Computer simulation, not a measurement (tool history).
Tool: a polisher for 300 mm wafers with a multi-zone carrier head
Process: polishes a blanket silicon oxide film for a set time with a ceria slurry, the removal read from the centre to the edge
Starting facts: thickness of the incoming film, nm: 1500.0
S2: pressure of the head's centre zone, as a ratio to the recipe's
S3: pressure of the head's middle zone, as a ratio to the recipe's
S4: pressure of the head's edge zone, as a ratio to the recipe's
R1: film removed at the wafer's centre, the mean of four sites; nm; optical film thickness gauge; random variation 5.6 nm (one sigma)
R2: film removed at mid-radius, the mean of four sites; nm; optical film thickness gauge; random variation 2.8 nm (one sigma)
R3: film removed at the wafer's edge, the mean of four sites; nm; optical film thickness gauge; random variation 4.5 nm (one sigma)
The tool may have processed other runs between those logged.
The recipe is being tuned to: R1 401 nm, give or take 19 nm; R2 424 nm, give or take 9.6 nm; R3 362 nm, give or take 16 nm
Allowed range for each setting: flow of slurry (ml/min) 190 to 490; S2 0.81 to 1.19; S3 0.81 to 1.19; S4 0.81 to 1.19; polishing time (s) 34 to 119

Run 1, hour 0: flow of slurry (ml/min) 315, S2 1, S3 1, S4 1, polishing time (s) 76. Result: R1 492.59 nm, R2 492.39 nm, R3 503.33 nm.
Run 2, hour 5: flow of slurry (ml/min) 320, S2 1, S3 1.02, S4 0.97, polishing time (s) 73. Result: R1 490.6 nm, R2 484.16 nm, R3 475.23 nm.
Run 3, hour 13.3: flow of slurry (ml/min) 320, S2 1, S3 0.99, S4 0.97, polishing time (s) 73. Result: R1 479.45 nm, R2 473.6 nm, R3 477.03 nm.
Run 4, hour 15.7: flow of slurry (ml/min) 285, S2 1, S3 0.99, S4 0.97, polishing time (s) 73. Result: R1 476.5 nm, R2 463.89 nm, R3 462.68 nm.
Run 5, hour 24.2: flow of slurry (ml/min) 270, S2 0.98, S3 1, S4 0.94, polishing time (s) 72. Result: R1 450.81 nm, R2 458.99 nm, R3 458.49 nm.
Run 6, hour 26.7: flow of slurry (ml/min) 275, S2 0.99, S3 1.02, S4 0.92, polishing time (s) 69. Result: R1 441.49 nm, R2 456.23 nm, R3 433.07 nm.
Run 7, hour 34.4: flow of slurry (ml/min) 270, S2 0.99, S3 1.03, S4 0.9, polishing time (s) 67. Result: R1 430.42 nm, R2 438.1 nm, R3 420.97 nm.
Run 8, hour 36.7: flow of slurry (ml/min) 265, S2 1, S3 1.05, S4 0.88, polishing time (s) 65. Result: R1 415.08 nm, R2 430.3 nm, R3 397.74 nm.
Run 9, hour 39.2: flow of slurry (ml/min) 260, S2 1.01, S3 1.06, S4 0.87, polishing time (s) 65. Result: R1 417.95 nm, R2 434.1 nm, R3 388.02 nm.
Run 10, hour 45.2: flow of slurry (ml/min) 255, S2 1.01, S3 1.06, S4 0.86, polishing time (s) 65. Result: R1 424.74 nm, R2 428.12 nm, R3 391.33 nm.
Run 11, hour 51.6: flow of slurry (ml/min) 250, S2 1.01, S3 1.07, S4 0.85, polishing time (s) 64. Result: R1 399.95 nm, R2 432.49 nm, R3 377.65 nm.

Exercise: of the 4 proposed moves below, exactly one satisfies all targets within the stated allowed misses. Which move is it?
Run A, hour 58: flow of slurry (ml/min) 245, S2 1.02, S3 1.08, S4 0.81, polishing time (s) 63. Result: R1 ?, R2 ?, R3 ?.
Run B, hour 58: flow of slurry (ml/min) 210, S2 1.01, S3 0.98, S4 0.85, polishing time (s) 67. Result: R1 ?, R2 ?, R3 ?.
Run C, hour 58: flow of slurry (ml/min) 455, S2 1.09, S3 1.01, S4 0.81, polishing time (s) 62. Result: R1 ?, R2 ?, R3 ?.
Run D, hour 58: flow of slurry (ml/min) 235, S2 1.06, S3 1.19, S4 0.86, polishing time (s) 62. Result: R1 ?, R2 ?, R3 ?.

move      R1      R2      R3
   A  406.79   418.9  361.43
   B  417.48  400.77  386.33
   C  453.82  413.51  372.89
   D  411.85  445.37  363.09
A: every result within its allowed miss
B: further off than the last run
C: meets the target for the result that was furthest off, but another lies outside its allowed miss
D: meets the target for the result that was furthest off, but another lies outside its allowed miss
A meets every target.
